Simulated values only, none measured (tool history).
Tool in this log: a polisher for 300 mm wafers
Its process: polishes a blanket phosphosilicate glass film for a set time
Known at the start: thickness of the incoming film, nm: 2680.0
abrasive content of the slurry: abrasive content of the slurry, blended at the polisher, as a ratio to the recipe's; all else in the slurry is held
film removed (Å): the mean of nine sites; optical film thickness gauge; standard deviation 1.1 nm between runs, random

run  hour  flow of slurry (ml/min)  pressure of the wafer on the pad (psi)  speed of the pad under the wafer (m/s)  abrasive content of the slurry  polishing time (s)  film removed (Å)
  1   0.0                      275                                     2.8                                    0.86                             1.0                  57            3296.9
  2   1.3                      215                                     2.8                                    0.86                             1.0                  57            3154.1
  3   8.7                      215                                     2.8                                    0.94                             1.0                  57            3415.9
  4  13.5                      210                                     2.6                                    0.90                             1.0                  57            3007.4
  5  18.1                      210                                     2.6                                    0.90                             1.0                  52            2757.4
  6  24.1                      205                                     2.4                                    0.88                             1.0                  52            2532.3
  7  26.9                      200                                     2.3                                    0.86                             1.0                  52            2374.0
  8  33.6                      200                                     2.2                                    0.84                             1.0                  52            2240.1
  9  36.2                      200                                     2.1                                    0.82                             1.0                  52            2067.9

Run 10 is up next; what results do you expect?
 10  40.7                      200                                     2.0                                    0.82                             1.0                  52                 ?

Run 10 yielded film removed (Å) 1998.3.
